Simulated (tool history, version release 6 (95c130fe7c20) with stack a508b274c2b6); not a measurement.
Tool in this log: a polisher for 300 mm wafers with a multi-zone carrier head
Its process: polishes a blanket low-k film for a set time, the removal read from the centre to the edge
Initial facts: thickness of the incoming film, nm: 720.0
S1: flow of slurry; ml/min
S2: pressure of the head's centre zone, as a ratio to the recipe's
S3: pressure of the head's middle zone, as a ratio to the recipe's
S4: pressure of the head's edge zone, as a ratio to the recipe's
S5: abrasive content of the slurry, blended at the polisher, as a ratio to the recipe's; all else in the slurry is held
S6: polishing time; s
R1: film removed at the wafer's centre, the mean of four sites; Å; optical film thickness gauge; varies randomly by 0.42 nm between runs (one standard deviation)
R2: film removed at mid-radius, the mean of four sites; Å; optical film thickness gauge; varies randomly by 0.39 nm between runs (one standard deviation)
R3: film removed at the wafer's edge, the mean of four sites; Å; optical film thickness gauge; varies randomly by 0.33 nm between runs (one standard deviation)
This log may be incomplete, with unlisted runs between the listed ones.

run  hour   S1    S2    S3    S4    S5  S6      R1      R2      R3
  1     0  310     1     1     1     1  64  259.04  260.95  258.08
  2   5.2  310  0.93     1     1     1  64  248.89  256.25  261.32
  3  11.1  310  0.93     1     1   1.2  64   272.8  280.96  284.25
  4    19  315  0.96     1  1.02  1.25  65  293.08  289.02  304.84
  5  24.4  255  0.96     1  1.02  1.25  65  282.95  285.14  295.48
  6  30.9  255  0.96     1  1.06  1.25  65  286.43  284.89  305.81
  7  38.2  270     1  1.03  1.08   1.3  65  303.66  302.16  312.76

The next listed run, before its measurement:
  8  39.6  285  1.02  1.04  1.1  1.35  66   ?   ?   ?

R1: 319.77 Å
R2: 317.96 Å
R3: 326.26 Å
